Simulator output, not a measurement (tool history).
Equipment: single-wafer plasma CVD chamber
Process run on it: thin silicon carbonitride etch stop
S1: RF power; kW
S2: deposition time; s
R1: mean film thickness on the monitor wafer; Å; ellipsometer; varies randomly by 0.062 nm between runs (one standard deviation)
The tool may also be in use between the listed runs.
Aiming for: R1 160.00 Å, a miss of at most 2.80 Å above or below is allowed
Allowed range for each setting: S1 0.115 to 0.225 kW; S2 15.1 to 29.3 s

run,day,S1,S2,R1
1,0.000,0.170,22.2,126.36
2,0.258,0.170,23.8,134.99
3,0.625,0.170,25.5,146.10
4,0.917,0.180,25.7,147.85
5,1.021,0.170,25.7,145.10
6,1.138,0.170,27.1,154.87
7,1.162,0.175,27.2,156.01
8,1.421,0.175,27.3,156.63
9,1.775,0.175,27.4,157.14

Pick the move, out of 5, that brings all results within their allowed miss; only one does.
A,2.129,0.175,26.8,?
B,2.129,0.180,29.0,?
C,2.129,0.165,27.0,?
D,2.129,0.190,26.2,?
E,2.129,0.180,27.7,?

move,R1
A,153.28
B,166.73
C,152.78
D,152.17
E,159.25
A: lands further from the targets than the last run did
B: takes the result that was furthest off past its target
C: lands further from the targets than the last run did
D: lands further from the targets than the last run did
E: hits every target within its allowed miss
Go with E: it meets all targets.
